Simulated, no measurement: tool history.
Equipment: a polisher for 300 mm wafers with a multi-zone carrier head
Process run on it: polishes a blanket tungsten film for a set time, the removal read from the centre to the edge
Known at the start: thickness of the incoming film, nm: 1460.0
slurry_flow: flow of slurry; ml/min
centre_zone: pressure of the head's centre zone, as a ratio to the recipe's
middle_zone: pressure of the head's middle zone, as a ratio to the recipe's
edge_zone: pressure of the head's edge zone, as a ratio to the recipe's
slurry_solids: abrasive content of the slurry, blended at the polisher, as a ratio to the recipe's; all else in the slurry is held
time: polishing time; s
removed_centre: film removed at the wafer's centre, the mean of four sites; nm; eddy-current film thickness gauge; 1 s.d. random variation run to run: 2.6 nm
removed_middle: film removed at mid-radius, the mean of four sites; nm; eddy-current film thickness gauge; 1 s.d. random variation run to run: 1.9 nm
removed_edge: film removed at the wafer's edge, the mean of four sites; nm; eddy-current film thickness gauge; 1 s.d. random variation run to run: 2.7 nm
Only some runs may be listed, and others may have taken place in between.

Run 1, hour 0: slurry_flow 230 ml/min, centre_zone 1, middle_zone 1, edge_zone 1, slurry_solids 1, time 43 s. Result: removed_centre 165.61 nm, removed_middle 168.96 nm, removed_edge 169.48 nm.
Run 2, hour 5.3: slurry_flow 230 ml/min, centre_zone 0.99, middle_zone 0.98, edge_zone 1.05, slurry_solids 1.15, time 46 s. Result: removed_centre 187.03 nm, removed_middle 186.92 nm, removed_edge 194.68 nm.
Run 3, hour 11.7: slurry_flow 230 ml/min, centre_zone 0.96, middle_zone 0.97, edge_zone 1.09, slurry_solids 1.25, time 48 s. Result: removed_centre 195.1 nm, removed_middle 194.65 nm, removed_edge 211.81 nm.
Run 4, hour 18.6: slurry_flow 235 ml/min, centre_zone 0.94, middle_zone 0.97, edge_zone 1.12, slurry_solids 1.3, time 50 s. Result: removed_centre 206.81 nm, removed_middle 207.18 nm, removed_edge 224.92 nm.
Run 5, hour 20.6: slurry_flow 225 ml/min, centre_zone 0.91, middle_zone 0.96, edge_zone 1.14, slurry_solids 1.35, time 52 s. Result: removed_centre 209.96 nm, removed_middle 214.33 nm, removed_edge 236.55 nm.
Run 6, hour 23.2: slurry_flow 235 ml/min, centre_zone 0.89, middle_zone 0.95, edge_zone 1.15, slurry_solids 1.4, time 53 s. Result: removed_centre 218.87 nm, removed_middle 221.86 nm, removed_edge 243.72 nm.
Run 7, hour 31: slurry_flow 210 ml/min, centre_zone 0.88, middle_zone 0.95, edge_zone 1.16, slurry_solids 1.45, time 54 s. Result: removed_centre 211.87 nm, removed_middle 225.47 nm, removed_edge 257.31 nm.

Run 8, settings as shown, results not yet in. Your forecast:
Run 8, hour 32.9: slurry_flow 210 ml/min, centre_zone 0.89, middle_zone 0.95, edge_zone 1.16, slurry_solids 1.45, time 54 s. Result: removed_centre ?, removed_middle ?, removed_edge ?.

removed_centre: 214.68 nm
removed_middle: 223.82 nm
removed_edge: 250.02 nm

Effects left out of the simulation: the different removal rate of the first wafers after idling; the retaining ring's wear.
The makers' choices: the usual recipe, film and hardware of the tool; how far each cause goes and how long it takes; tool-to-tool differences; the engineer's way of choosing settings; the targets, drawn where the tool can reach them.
